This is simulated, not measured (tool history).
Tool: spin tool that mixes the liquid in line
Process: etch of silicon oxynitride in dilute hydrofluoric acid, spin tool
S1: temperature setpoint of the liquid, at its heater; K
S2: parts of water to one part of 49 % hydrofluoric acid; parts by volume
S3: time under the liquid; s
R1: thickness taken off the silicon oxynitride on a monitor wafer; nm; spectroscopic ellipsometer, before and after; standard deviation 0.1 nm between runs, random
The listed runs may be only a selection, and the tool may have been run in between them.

run  hour      S1  S2   S3      R1
  1     0  296.15  45  230  7.8739
  2   4.3  296.15  45  245  8.3657
  3  12.2  296.15  40  245  9.3786
  4  16.3  297.15  40  245  9.9469
  5  17.2  298.15  40  245  10.371
  6    21  298.15  50  245  8.2773
  7  27.5  298.65  45  245  9.3641
  8  29.4  299.15  40  245  10.863
  9  36.4  299.65  40  245  11.139
 10  44.3  300.15  40  245  11.585
 11  50.6  300.65  40  245  11.655
 12  54.7  301.15  40  245  12.021
 13  56.4  304.15  25  245  22.393
 14  61.3  303.65  25  245  21.908
 15  68.6  303.15  25  245   21.43
 16  74.7  302.15  25  245  20.509

Run 17 comes next. What will it give?
 17  78.7  301.65  25  245   ?

{"run 17": {"R1": 20.041}}
